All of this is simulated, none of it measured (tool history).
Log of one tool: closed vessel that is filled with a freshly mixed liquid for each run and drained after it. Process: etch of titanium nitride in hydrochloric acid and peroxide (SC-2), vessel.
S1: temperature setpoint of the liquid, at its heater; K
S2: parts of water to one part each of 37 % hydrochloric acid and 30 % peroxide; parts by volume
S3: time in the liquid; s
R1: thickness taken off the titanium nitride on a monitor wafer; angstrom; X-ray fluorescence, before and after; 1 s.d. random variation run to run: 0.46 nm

{"run": 1, "hour": 0.0, "S1": 334.15, "S2": 9.5, "S3": 1840, "R1": 834.65}
{"run": 2, "hour": 5.9, "S1": 338.15, "S2": 9.5, "S3": 1840, "R1": 1064.5}
{"run": 3, "hour": 11.2, "S1": 338.15, "S2": 12, "S3": 1840, "R1": 873.9}
{"run": 4, "hour": 19.1, "S1": 338.15, "S2": 9, "S3": 1840, "R1": 1123.4}
{"run": 5, "hour": 21.4, "S1": 338.15, "S2": 9, "S3": 1840, "R1": 1109.9}
{"run": 6, "hour": 29.8, "S1": 336.15, "S2": 9, "S3": 1840, "R1": 980.15}
{"run": 7, "hour": 38.4, "S1": 334.65, "S2": 9, "S3": 1840, "R1": 905.47}
{"run": 8, "hour": 43.5, "S1": 333.15, "S2": 9, "S3": 1840, "R1": 818.59}
{"run": 9, "hour": 44.8, "S1": 332.15, "S2": 9, "S3": 1840, "R1": 757.25}
{"run": 10, "hour": 49.0, "S1": 331.65, "S2": 9, "S3": 1840, "R1": 745.96}
{"run": 11, "hour": 51.1, "S1": 331.15, "S2": 9, "S3": 1840, "R1": 711.31}
{"run": 12, "hour": 52.8, "S1": 330.65, "S2": 9, "S3": 1840, "R1": 696.24}
{"run": 13, "hour": 56.7, "S1": 330.15, "S2": 9, "S3": 1840, "R1": 674.64}
{"run": 14, "hour": 58.1, "S1": 330.15, "S2": 9, "S3": 1840, "R1": 671.43}

Run 15, settings as shown, results not yet in. Your forecast:
{"run": 15, "hour": 61.6, "S1": 329.65, "S2": 9, "S3": 1840, "R1": "?"}

{"run 15": {"R1": 653.47}}
